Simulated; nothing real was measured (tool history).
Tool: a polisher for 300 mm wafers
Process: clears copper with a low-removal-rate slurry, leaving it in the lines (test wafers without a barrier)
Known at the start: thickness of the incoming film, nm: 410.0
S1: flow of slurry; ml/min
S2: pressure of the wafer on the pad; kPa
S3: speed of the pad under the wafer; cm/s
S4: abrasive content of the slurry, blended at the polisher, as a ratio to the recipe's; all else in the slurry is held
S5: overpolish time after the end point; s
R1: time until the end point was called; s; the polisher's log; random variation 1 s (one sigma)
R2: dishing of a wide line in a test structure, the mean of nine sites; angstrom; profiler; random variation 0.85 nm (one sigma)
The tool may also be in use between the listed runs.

run	hour	S1	S2	S3	S4	S5	R1	R2
1	0.0	220	20.7	96	1.0	24	133.18	487.44
2	2.0	185	20.7	96	1.0	24	131.90	475.60
3	6.8	190	22.1	96	1.0	27	125.33	544.28
4	12.8	195	22.8	96	1.0	29	123.41	593.10
5	17.5	235	22.8	96	1.0	29	118.10	591.64
6	18.8	210	22.8	96	1.0	29	122.87	579.76
7	23.6	210	23.4	96	1.0	31	118.52	627.71

Forecast run 8:
# hour 24.8: slurry blender recalibrated
8	24.8	210	24.1	96	1.0	33	?	?

Run 8 gave R1 108.58 s, R2 714.47 angstrom.
